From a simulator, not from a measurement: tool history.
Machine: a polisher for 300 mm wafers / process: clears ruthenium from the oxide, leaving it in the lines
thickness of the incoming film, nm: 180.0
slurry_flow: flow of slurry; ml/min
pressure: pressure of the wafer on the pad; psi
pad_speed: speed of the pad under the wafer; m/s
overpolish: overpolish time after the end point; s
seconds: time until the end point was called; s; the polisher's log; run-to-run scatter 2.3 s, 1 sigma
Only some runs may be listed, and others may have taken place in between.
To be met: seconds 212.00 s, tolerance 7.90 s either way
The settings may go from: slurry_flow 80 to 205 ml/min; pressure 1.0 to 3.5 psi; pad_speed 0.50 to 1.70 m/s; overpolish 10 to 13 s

run 1 hour=0.0 | slurry_flow=135 pressure=2.2 pad_speed=1.10 overpolish=13 | seconds=150.11
run 2 hour=7.0 | slurry_flow=135 pressure=2.2 pad_speed=0.98 overpolish=13 | seconds=168.95
run 3 hour=8.9 | slurry_flow=135 pressure=2.1 pad_speed=0.98 overpolish=13 | seconds=175.28
run 4 hour=17.4 | slurry_flow=135 pressure=2.4 pad_speed=0.98 overpolish=13 | seconds=152.40
run 5 hour=25.3 | slurry_flow=165 pressure=2.4 pad_speed=0.98 overpolish=13 | seconds=149.11
run 6 hour=30.4 | slurry_flow=165 pressure=2.4 pad_speed=0.98 overpolish=13 | seconds=147.54
run 7 hour=33.4 | slurry_flow=165 pressure=2.3 pad_speed=0.98 overpolish=13 | seconds=157.19
run 8 hour=39.0 | slurry_flow=165 pressure=2.2 pad_speed=0.98 overpolish=13 | seconds=160.70
run 9 hour=47.7 | slurry_flow=160 pressure=2.1 pad_speed=0.98 overpolish=13 | seconds=168.41
run 10 hour=48.6 | slurry_flow=155 pressure=2.0 pad_speed=0.98 overpolish=13 | seconds=178.72
run 11 hour=50.5 | slurry_flow=155 pressure=1.9 pad_speed=0.98 overpolish=13 | seconds=190.22

Next run, 5 choices. One meets every target within its allowed miss, the rest don't. Which?
run A hour=52.4 | slurry_flow=165 pressure=1.8 pad_speed=0.98 overpolish=13 | seconds=?
run B hour=52.4 | slurry_flow=150 pressure=2.0 pad_speed=0.94 overpolish=11 | seconds=?
run C hour=52.4 | slurry_flow=110 pressure=1.4 pad_speed=1.36 overpolish=13 | seconds=?
run D hour=52.4 | slurry_flow=145 pressure=1.8 pad_speed=1.00 overpolish=13 | seconds=?
run E hour=52.4 | slurry_flow=150 pressure=1.7 pad_speed=0.98 overpolish=13 | seconds=?

move=A seconds=198.21
move=B seconds=189.47
move=C seconds=199.17
move=D seconds=198.81
move=E seconds=212.87
A: gains on the last run, yet a result remains outside its allowed miss
B: no better and no worse than the last run
C: gains on the last run, yet a result remains outside its allowed miss
D: gains on the last run, yet a result remains outside its allowed miss
E: all results in spec
Go with E: it meets all targets.
